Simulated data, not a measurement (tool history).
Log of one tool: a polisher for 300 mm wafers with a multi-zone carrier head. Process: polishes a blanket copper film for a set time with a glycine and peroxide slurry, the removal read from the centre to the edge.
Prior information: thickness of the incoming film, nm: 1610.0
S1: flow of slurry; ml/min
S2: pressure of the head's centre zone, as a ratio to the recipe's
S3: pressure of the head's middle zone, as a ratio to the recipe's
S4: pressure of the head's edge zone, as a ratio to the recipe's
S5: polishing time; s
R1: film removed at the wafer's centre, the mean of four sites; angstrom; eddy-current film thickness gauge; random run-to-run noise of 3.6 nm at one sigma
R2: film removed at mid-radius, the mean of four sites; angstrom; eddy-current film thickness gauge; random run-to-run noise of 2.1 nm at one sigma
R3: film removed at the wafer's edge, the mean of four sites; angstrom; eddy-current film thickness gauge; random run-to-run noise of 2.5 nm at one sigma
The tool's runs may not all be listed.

{"run": 1, "hour": 0.0, "S1": 160, "S2": 1.0, "S3": 1.0, "S4": 1.0, "S5": 90, "R1": 4182.2, "R2": 4135.8, "R3": 4110.9}
{"run": 2, "hour": 9.1, "S1": 160, "S2": 1.0, "S3": 1.0, "S4": 1.0, "S5": 73, "R1": 3325.0, "R2": 3371.8, "R3": 3380.8}
{"run": 3, "hour": 11.2, "S1": 160, "S2": 1.0, "S3": 0.93, "S4": 1.0, "S5": 73, "R1": 3297.5, "R2": 3161.9, "R3": 3342.4}
{"run": 4, "hour": 19.0, "S1": 160, "S2": 1.0, "S3": 0.93, "S4": 0.94, "S5": 73, "R1": 3321.2, "R2": 3189.2, "R3": 3244.7}
{"run": 5, "hour": 24.2, "S1": 155, "S2": 1.0, "S3": 0.93, "S4": 0.93, "S5": 73, "R1": 3238.7, "R2": 3156.7, "R3": 3298.6}
{"run": 6, "hour": 25.0, "S1": 160, "S2": 1.0, "S3": 0.93, "S4": 0.92, "S5": 72, "R1": 3290.7, "R2": 3082.6, "R3": 3223.5}

Run 7 is up next; what results do you expect?
{"run": 7, "hour": 30.6, "S1": 160, "S2": 1.0, "S3": 0.94, "S4": 0.91, "S5": 72, "R1": "?", "R2": "?", "R3": "?"}

R1: 3246.7 angstrom
R2: 3161.5 angstrom
R3: 3195.3 angstrom
